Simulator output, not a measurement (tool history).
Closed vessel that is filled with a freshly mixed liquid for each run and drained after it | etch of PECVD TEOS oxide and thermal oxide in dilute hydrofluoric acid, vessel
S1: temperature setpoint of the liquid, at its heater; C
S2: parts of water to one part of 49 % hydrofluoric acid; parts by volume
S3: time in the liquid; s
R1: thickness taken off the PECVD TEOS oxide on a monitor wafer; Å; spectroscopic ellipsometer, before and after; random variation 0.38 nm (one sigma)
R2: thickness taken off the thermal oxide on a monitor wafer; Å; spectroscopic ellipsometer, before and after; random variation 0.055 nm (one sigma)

run	hour	S1	S2	S3	R1	R2
1	0	23	120	330	470.44	114.61
2	6.2	20.5	120	330	435.72	105.31
3	14	19.5	120	330	408.61	101.33
4	21.9	19.5	120	440	562.9	135.55
5	23	19	125	440	516.31	125.38
6	30.9	17	125	440	474.37	115.12
7	34.3	17	130	440	452.29	110.73

Run 8 comes next. What will it give?
8	38	17	135	440	?	?

Run 8 gave R1 440.74 Å, R2 106.49 Å.
